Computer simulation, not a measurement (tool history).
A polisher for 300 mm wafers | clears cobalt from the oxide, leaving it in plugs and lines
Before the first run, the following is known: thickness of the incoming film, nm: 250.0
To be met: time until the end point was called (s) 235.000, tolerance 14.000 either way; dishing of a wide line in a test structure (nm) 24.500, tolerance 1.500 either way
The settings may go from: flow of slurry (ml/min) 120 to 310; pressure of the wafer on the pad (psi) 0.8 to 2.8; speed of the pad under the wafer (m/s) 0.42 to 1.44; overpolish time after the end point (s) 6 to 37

run,hour,flow of slurry (ml/min),pressure of the wafer on the pad (psi),speed of the pad under the wafer (m/s),overpolish time after the end point (s),time until the end point was called (s),dishing of a wide line in a test structure (nm)
1,0.0,200,1.8,0.92,19,65.907,36.133
2,7.9,200,1.8,1.00,19,59.825,35.877
3,14.6,200,1.6,1.00,19,67.224,36.604
4,15.6,150,1.6,1.00,19,72.336,33.254
5,19.9,150,1.9,1.00,19,60.753,36.309
# hour 21.4: head pressure recalibrated
6,21.4,150,1.9,1.00,24,66.250,40.563
7,23.6,145,1.7,0.88,24,83.327,35.782
8,30.6,145,1.7,0.88,24,83.453,34.992
9,36.5,140,1.5,0.80,26,107.620,34.051
10,43.8,135,1.4,0.74,26,122.120,30.964
11,52.7,135,1.4,0.74,26,119.010,30.962
12,61.6,130,1.3,0.68,27,147.710,28.345
13,63.5,130,1.2,0.66,28,161.870,27.575

Pick the move, out of 5, that brings all results within their allowed miss; only one does.
A,65.4,130,1.0,0.52,34,?,?
B,65.4,120,1.4,0.80,26,?,?
C,65.4,145,1.5,0.88,17,?,?
D,65.4,165,1.1,0.60,34,?,?
E,65.4,120,1.3,0.50,29,?,?

move,time until the end point was called (s),dishing of a wide line in a test structure (nm)
A,235.310,24.149
B,116.310,31.262
C,95.049,27.430
D,179.070,28.697
E,193.860,24.638
A: meets every target
B: misses by more than the last run did
C: misses by more than the last run did
D: an improvement on the last run, though not all results are within tolerance
E: an improvement on the last run, though not all results are within tolerance
So the answer is move A, the one that meets all the targets.
